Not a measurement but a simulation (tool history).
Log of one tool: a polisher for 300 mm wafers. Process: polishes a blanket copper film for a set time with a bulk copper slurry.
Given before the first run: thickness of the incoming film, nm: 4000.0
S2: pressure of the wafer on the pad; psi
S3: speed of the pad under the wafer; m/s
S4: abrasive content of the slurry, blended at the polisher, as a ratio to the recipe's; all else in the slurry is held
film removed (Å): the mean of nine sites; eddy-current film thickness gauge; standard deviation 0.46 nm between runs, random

{"run": 1, "day": 0.0, "flow of slurry (ml/min)": 215, "S2": 2.3, "S3": 0.9, "S4": 1.0, "polishing time (s)": 26, "film removed (Å)": 1570.3}
{"run": 2, "day": 0.142, "flow of slurry (ml/min)": 210, "S2": 2.2, "S3": 0.88, "S4": 1.0, "polishing time (s)": 26, "film removed (Å)": 1458.3}
{"run": 3, "day": 0.504, "flow of slurry (ml/min)": 210, "S2": 2.2, "S3": 0.66, "S4": 1.0, "polishing time (s)": 26, "film removed (Å)": 1202.4}
{"run": 4, "day": 0.754, "flow of slurry (ml/min)": 210, "S2": 2.2, "S3": 0.78, "S4": 1.0, "polishing time (s)": 26, "film removed (Å)": 1350.7}
{"run": 5, "day": 1.125, "flow of slurry (ml/min)": 210, "S2": 2.1, "S3": 0.78, "S4": 1.0, "polishing time (s)": 26, "film removed (Å)": 1284.8}
{"run": 6, "day": 1.154, "flow of slurry (ml/min)": 255, "S2": 2.1, "S3": 0.78, "S4": 1.0, "polishing time (s)": 26, "film removed (Å)": 1316.9}
{"run": 7, "day": 1.321, "flow of slurry (ml/min)": 255, "S2": 2.1, "S3": 0.78, "S4": 1.0, "polishing time (s)": 26, "film removed (Å)": 1302.5}
{"run": 8, "day": 1.646, "flow of slurry (ml/min)": 255, "S2": 2.1, "S3": 0.78, "S4": 1.0, "polishing time (s)": 26, "film removed (Å)": 1321.5}
{"run": 9, "day": 1.817, "flow of slurry (ml/min)": 250, "S2": 2.0, "S3": 0.78, "S4": 1.0, "polishing time (s)": 26, "film removed (Å)": 1263.1}
{"run": 10, "day": 1.988, "flow of slurry (ml/min)": 245, "S2": 1.9, "S3": 0.78, "S4": 1.0, "polishing time (s)": 26, "film removed (Å)": 1204.0}
{"run": 11, "day": 2.054, "flow of slurry (ml/min)": 240, "S2": 1.8, "S3": 0.78, "S4": 1.0, "polishing time (s)": 26, "film removed (Å)": 1125.0}
{"run": 12, "day": 2.417, "flow of slurry (ml/min)": 235, "S2": 1.7, "S3": 0.78, "S4": 1.0, "polishing time (s)": 26, "film removed (Å)": 1057.4}
{"run": 13, "day": 2.708, "flow of slurry (ml/min)": 230, "S2": 1.6, "S3": 0.78, "S4": 1.0, "polishing time (s)": 26, "film removed (Å)": 1003.2}
{"run": 14, "day": 2.988, "flow of slurry (ml/min)": 225, "S2": 1.6, "S3": 0.78, "S4": 1.0, "polishing time (s)": 26, "film removed (Å)": 1010.6}
{"run": 15, "day": 3.025, "flow of slurry (ml/min)": 220, "S2": 1.5, "S3": 0.78, "S4": 1.0, "polishing time (s)": 26, "film removed (Å)": 945.69}
{"run": 16, "day": 3.267, "flow of slurry (ml/min)": 220, "S2": 1.5, "S3": 0.78, "S4": 1.0, "polishing time (s)": 26, "film removed (Å)": 940.9}
{"run": 17, "day": 3.638, "flow of slurry (ml/min)": 180, "S2": 1.0, "S3": 0.78, "S4": 1.0, "polishing time (s)": 26, "film removed (Å)": 636.8}
{"run": 18, "day": 3.821, "flow of slurry (ml/min)": 240, "S2": 1.0, "S3": 0.78, "S4": 1.0, "polishing time (s)": 26, "film removed (Å)": 656.78}
{"run": 19, "day": 3.908, "flow of slurry (ml/min)": 270, "S2": 1.4, "S3": 0.78, "S4": 1.0, "polishing time (s)": 26, "film removed (Å)": 906.44}
{"run": 20, "day": 4.046, "flow of slurry (ml/min)": 260, "S2": 1.4, "S3": 0.78, "S4": 1.0, "polishing time (s)": 26, "film removed (Å)": 894.9}
{"run": 21, "day": 4.175, "flow of slurry (ml/min)": 250, "S2": 1.4, "S3": 0.78, "S4": 1.0, "polishing time (s)": 26, "film removed (Å)": 897.56}

Expected results for the next run?
{"run": 22, "day": 4.396, "flow of slurry (ml/min)": 240, "S2": 1.4, "S3": 0.78, "S4": 1.0, "polishing time (s)": 26, "film removed (Å)": "?"}

film removed (Å): 896.78
